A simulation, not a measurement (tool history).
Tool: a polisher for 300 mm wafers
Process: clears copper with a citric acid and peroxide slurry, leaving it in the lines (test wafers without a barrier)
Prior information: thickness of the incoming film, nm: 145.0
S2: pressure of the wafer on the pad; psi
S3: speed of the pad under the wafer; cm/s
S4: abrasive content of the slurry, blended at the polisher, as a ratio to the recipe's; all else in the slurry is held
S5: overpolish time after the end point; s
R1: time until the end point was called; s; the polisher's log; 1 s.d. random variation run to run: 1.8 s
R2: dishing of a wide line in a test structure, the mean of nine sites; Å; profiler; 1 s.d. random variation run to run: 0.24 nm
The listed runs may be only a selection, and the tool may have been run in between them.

{"run": 1, "hour": 0.0, "flow of slurry (ml/min)": 145, "S2": 2.0, "S3": 84, "S4": 1.0, "S5": 16, "R1": 133.4, "R2": 105.71}
{"run": 2, "hour": 8.2, "flow of slurry (ml/min)": 140, "S2": 1.9, "S3": 84, "S4": 1.0, "S5": 19, "R1": 134.81, "R2": 123.02}
{"run": 3, "hour": 11.3, "flow of slurry (ml/min)": 140, "S2": 2.3, "S3": 84, "S4": 1.0, "S5": 19, "R1": 121.33, "R2": 132.12}
{"run": 4, "hour": 20.0, "flow of slurry (ml/min)": 135, "S2": 2.0, "S3": 84, "S4": 1.0, "S5": 21, "R1": 132.87, "R2": 131.58}
{"run": 5, "hour": 26.9, "flow of slurry (ml/min)": 130, "S2": 1.9, "S3": 84, "S4": 1.0, "S5": 23, "R1": 141.23, "R2": 135.66}
{"run": 6, "hour": 30.6, "flow of slurry (ml/min)": 125, "S2": 1.8, "S3": 84, "S4": 1.0, "S5": 25, "R1": 149.75, "R2": 143.67}

What does the tool deliver on the next run?
{"run": 7, "hour": 39.2, "flow of slurry (ml/min)": 125, "S2": 1.8, "S3": 84, "S4": 1.0, "S5": 26, "R1": "?", "R2": "?"}

R1: 145.88 s
R2: 149.22 Å
